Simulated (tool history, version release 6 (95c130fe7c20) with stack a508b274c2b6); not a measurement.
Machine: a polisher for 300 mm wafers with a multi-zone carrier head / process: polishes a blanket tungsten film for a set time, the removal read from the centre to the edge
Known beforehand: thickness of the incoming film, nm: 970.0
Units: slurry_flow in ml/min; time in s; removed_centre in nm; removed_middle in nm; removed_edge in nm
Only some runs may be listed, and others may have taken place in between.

run	hour	slurry_flow	centre_zone	middle_zone	edge_zone	slurry_solids	time	removed_centre	removed_middle	removed_edge
1	0	135	1	1	1	1	66	370.06	369.58	368.79
2	8.4	130	0.98	0.98	0.98	0.9	65	346.3	344.52	352.05
3	16	125	0.96	0.98	0.96	0.85	64	331.91	331.65	343.68
4	23.5	125	0.95	0.99	0.95	0.8	62	318.93	322.4	322.83
5	30.7	125	0.95	0.99	0.95	0.8	70	360.71	368.93	369.1
6	37.1	125	0.95	0.99	0.98	0.8	70	346.98	360.48	368.75
7	44.2	125	0.94	0.99	0.98	0.75	68	341.61	349.81	353.26
8	49.4	120	0.92	0.99	0.98	0.7	66	315	330.51	341.09
9	55.6	120	0.91	0.99	0.97	0.65	64	306.81	316.17	322.84
10	64.1	115	0.9	0.99	0.96	0.6	63	288.32	305.05	316.38
11	65.9	105	0.9	0.97	0.87	0.5	57	248.69	259.42	262.17
12	68.7	105	0.9	0.97	0.88	0.5	57	248.18	260.82	261.73
13	73.3	105	0.9	0.97	0.89	0.5	57	247.17	266.31	264

Run 14 comes next. What will it give?
14	77	105	0.9	0.96	0.9	0.5	57	?	?	?

removed_centre: 243.72 nm
removed_middle: 255.24 nm
removed_edge: 264.23 nm
